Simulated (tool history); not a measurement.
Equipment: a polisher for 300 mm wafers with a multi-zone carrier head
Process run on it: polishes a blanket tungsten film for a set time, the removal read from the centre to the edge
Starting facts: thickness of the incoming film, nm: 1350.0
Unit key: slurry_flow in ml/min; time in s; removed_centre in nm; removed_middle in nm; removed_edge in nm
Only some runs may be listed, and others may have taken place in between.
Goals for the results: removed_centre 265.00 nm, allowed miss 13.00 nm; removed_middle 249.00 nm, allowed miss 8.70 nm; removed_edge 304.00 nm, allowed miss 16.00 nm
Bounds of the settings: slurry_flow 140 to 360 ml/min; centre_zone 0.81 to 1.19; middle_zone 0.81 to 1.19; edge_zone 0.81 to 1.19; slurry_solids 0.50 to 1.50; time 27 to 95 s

run 1 day=0.000 | slurry_flow=230 centre_zone=1.00 middle_zone=1.00 edge_zone=1.00 slurry_solids=1.00 time=61 | removed_centre=346.70 removed_middle=355.38 removed_edge=353.50
run 2 day=0.329 | slurry_flow=225 centre_zone=0.98 middle_zone=0.96 edge_zone=1.01 slurry_solids=0.90 time=60 | removed_centre=328.33 removed_middle=320.99 removed_edge=341.58
run 3 day=0.700 | slurry_flow=225 centre_zone=0.98 middle_zone=0.93 edge_zone=1.01 slurry_solids=0.90 time=60 | removed_centre=334.75 removed_middle=319.54 removed_edge=352.77
run 4 day=0.746 | slurry_flow=225 centre_zone=0.98 middle_zone=0.93 edge_zone=1.01 slurry_solids=0.80 time=60 | removed_centre=324.22 removed_middle=305.13 removed_edge=327.31
run 5 day=0.825 | slurry_flow=220 centre_zone=0.95 middle_zone=0.91 edge_zone=1.02 slurry_solids=0.75 time=60 | removed_centre=299.35 removed_middle=297.68 removed_edge=326.65
run 6 day=0.967 | slurry_flow=220 centre_zone=0.95 middle_zone=0.91 edge_zone=1.02 slurry_solids=0.75 time=53 | removed_centre=271.34 removed_middle=262.90 removed_edge=289.89
run 7 day=1.117 | slurry_flow=215 centre_zone=0.95 middle_zone=0.90 edge_zone=1.03 slurry_solids=0.75 time=53 | removed_centre=261.92 removed_middle=260.75 removed_edge=292.90
run 8 day=1.467 | slurry_flow=215 centre_zone=0.95 middle_zone=0.89 edge_zone=1.03 slurry_solids=0.75 time=53 | removed_centre=270.00 removed_middle=263.49 removed_edge=289.94

Pick the move, out of 5, that brings all results within their allowed miss; only one does.
run A day=1.817 | slurry_flow=250 centre_zone=0.88 middle_zone=0.92 edge_zone=1.06 slurry_solids=0.65 time=58 | removed_centre=? removed_middle=? removed_edge=?
run B day=1.817 | slurry_flow=250 centre_zone=0.99 middle_zone=1.03 edge_zone=0.93 slurry_solids=0.70 time=54 | removed_centre=? removed_middle=? removed_edge=?
run C day=1.817 | slurry_flow=215 centre_zone=0.92 middle_zone=0.82 edge_zone=1.08 slurry_solids=0.75 time=55 | removed_centre=? removed_middle=? removed_edge=?
run D day=1.817 | slurry_flow=235 centre_zone=1.06 middle_zone=0.96 edge_zone=0.98 slurry_solids=0.80 time=48 | removed_centre=? removed_middle=? removed_edge=?
run E day=1.817 | slurry_flow=225 centre_zone=0.98 middle_zone=0.89 edge_zone=1.04 slurry_solids=0.90 time=53 | removed_centre=? removed_middle=? removed_edge=?

move=A removed_centre=267.64 removed_middle=283.05 removed_edge=315.49
move=B removed_centre=286.19 removed_middle=293.13 removed_edge=280.71
move=C removed_centre=269.60 removed_middle=250.46 removed_edge=309.32
move=D removed_centre=279.62 removed_middle=253.24 removed_edge=263.45
move=E removed_centre=292.14 removed_middle=270.53 removed_edge=307.60
A: moves away from the targets compared with the last run
B: moves away from the targets compared with the last run
C: each result inside its tolerance
D: corrects the largest miss of the last run, while another result sits out of spec
E: moves away from the targets compared with the last run
Correct choice: C, which meets every target

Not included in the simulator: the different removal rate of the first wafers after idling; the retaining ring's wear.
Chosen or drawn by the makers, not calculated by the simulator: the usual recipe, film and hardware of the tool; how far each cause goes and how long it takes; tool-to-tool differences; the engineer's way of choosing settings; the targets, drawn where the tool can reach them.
